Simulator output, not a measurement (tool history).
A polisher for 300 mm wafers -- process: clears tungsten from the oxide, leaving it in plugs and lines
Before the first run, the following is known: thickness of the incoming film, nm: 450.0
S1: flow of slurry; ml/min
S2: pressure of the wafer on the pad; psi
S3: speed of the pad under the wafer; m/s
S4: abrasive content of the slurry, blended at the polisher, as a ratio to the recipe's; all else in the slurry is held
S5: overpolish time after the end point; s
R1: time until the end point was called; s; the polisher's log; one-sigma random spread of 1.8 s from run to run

run    day   S1   S2    S3   S4  S5       R1
  1  0.000  130  3.8  0.90  1.0  14   95.670
  2  0.300  130  4.5  0.90  1.0  14   81.061
  3  0.388  125  3.7  0.84  1.0  14  106.260
  4  0.754  120  3.1  0.80  1.0  14  131.350
  5  0.833  115  2.7  0.78  1.0  14  157.890
  6  1.138  110  2.5  0.78  1.0  14  171.010
  7  1.246  105  2.4  0.78  1.0  14  180.180
  8  1.550  105  2.4  0.78  1.0  14  179.260

Predict the results of run 9:
  9  1.750  90  1.7  0.78  1.0  14   ?

{"run 9": {"R1": 257.64}}

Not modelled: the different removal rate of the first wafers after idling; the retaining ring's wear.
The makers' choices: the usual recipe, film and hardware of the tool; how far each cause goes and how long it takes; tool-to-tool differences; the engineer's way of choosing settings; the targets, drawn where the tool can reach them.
